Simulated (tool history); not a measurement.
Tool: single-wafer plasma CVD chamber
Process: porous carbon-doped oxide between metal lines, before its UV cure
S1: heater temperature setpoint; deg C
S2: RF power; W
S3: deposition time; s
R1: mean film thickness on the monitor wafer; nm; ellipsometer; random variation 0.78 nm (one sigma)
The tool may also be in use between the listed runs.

run,hour,S1,S2,S3,R1
1,0.0,315,475,55.3,252.25
2,4.8,318,465,55.3,246.23
3,6.7,321,455,55.3,236.14
4,13.2,321,515,55.3,264.08
5,16.5,324,500,55.3,255.16
6,23.3,326,485,55.3,246.70
7,27.3,326,485,55.3,244.97
8,34.9,328,475,55.3,240.01
# hour 36.3: RF generator calibrated
9,36.3,329,465,55.3,242.31
10,44.4,329,450,55.3,233.66
11,48.8,329,450,55.3,233.66
12,51.4,339,410,55.3,206.52

The next listed run, before its measurement:
13,52.5,338,410,55.3,?

R1: 207.63 nm
